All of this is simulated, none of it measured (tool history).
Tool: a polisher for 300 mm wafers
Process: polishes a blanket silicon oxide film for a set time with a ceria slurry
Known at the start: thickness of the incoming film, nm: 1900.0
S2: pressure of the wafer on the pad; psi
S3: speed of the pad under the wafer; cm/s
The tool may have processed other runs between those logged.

Run 1, hour 0: flow of slurry (ml/min) 185, S2 2 psi, S3 102 cm/s, polishing time (s) 48. Result: film removed (nm) 159.7.
Run 2, hour 7.9: flow of slurry (ml/min) 180, S2 1.9 psi, S3 102 cm/s, polishing time (s) 48. Result: film removed (nm) 151.23.
Run 3, hour 10.6: flow of slurry (ml/min) 205, S2 1.9 psi, S3 102 cm/s, polishing time (s) 48. Result: film removed (nm) 152.78.
Run 4, hour 15: flow of slurry (ml/min) 205, S2 1.8 psi, S3 102 cm/s, polishing time (s) 48. Result: film removed (nm) 147.27.
Run 5, hour 22: flow of slurry (ml/min) 205, S2 1.8 psi, S3 102 cm/s, polishing time (s) 48. Result: film removed (nm) 146.8.
Run 6, hour 26.5: flow of slurry (ml/min) 175, S2 1.8 psi, S3 102 cm/s, polishing time (s) 48. Result: film removed (nm) 143.18.
Run 7, hour 29.2: flow of slurry (ml/min) 170, S2 1.7 psi, S3 102 cm/s, polishing time (s) 48. Result: film removed (nm) 134.84.
Run 8, hour 31.4: flow of slurry (ml/min) 140, S2 1.3 psi, S3 102 cm/s, polishing time (s) 48. Result: film removed (nm) 102.45.

Predict the results of run 9:
Run 9, hour 37.7: flow of slurry (ml/min) 145, S2 1.3 psi, S3 102 cm/s, polishing time (s) 48. Result: film removed (nm) ?.

film removed (nm): 102.31

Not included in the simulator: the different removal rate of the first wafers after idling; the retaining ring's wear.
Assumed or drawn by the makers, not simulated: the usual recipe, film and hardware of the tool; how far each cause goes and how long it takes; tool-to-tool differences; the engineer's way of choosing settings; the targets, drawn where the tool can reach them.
